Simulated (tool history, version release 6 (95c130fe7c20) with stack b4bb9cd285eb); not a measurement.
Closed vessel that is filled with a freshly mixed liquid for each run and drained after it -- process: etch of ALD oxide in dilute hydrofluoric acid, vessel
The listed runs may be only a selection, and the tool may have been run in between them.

run	hour	temperature setpoint of the liquid (C)	parts of water to one part of 49 % hydrofluoric acid (parts by volume)	time in the liquid (s)	thickness taken off the ALD oxide on a monitor wafer (angstrom)
1	0	23	255	100	108.89
2	6	23	175	100	170.84
3	7.7	24	175	100	178.39
4	14.3	21	175	100	156.77
5	22.5	22	175	100	162.41
6	26	23	175	100	171.55
7	32.7	24	175	100	177.69

Run 8 is up next; what results do you expect?
8	37.5	25	175	100	?

For run 8 the tool returned thickness taken off the ALD oxide on a monitor wafer (angstrom) 185.03.
